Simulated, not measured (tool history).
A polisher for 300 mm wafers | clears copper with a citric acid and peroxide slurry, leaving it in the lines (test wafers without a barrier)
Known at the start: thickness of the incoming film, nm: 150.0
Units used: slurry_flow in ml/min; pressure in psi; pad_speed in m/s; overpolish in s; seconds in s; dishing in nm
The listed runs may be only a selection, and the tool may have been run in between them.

run  hour  slurry_flow  pressure  pad_speed  slurry_solids  overpolish  seconds  dishing
  1     0          190       2.3       0.88              1          15    106.1   13.693
  2   7.8          190       2.2       0.88              1          15   112.21   13.026
  3    11          190       2.2       0.88            0.8          15   117.83   12.208
  4  17.7          190       2.1       0.88            0.8          15   119.51    12.14
  5  20.7          190         2       0.88            0.8          15   129.78   11.458
  6  25.3          190         2       0.88            0.8          20   127.09    14.84
  7  33.7          190       1.9       0.88            0.8          20    131.3   14.146

Forecast run 8:
  8  34.5          190       1.8       0.88            0.8          20        ?        ?

seconds: 138.81 s
dishing: 13.758 nm
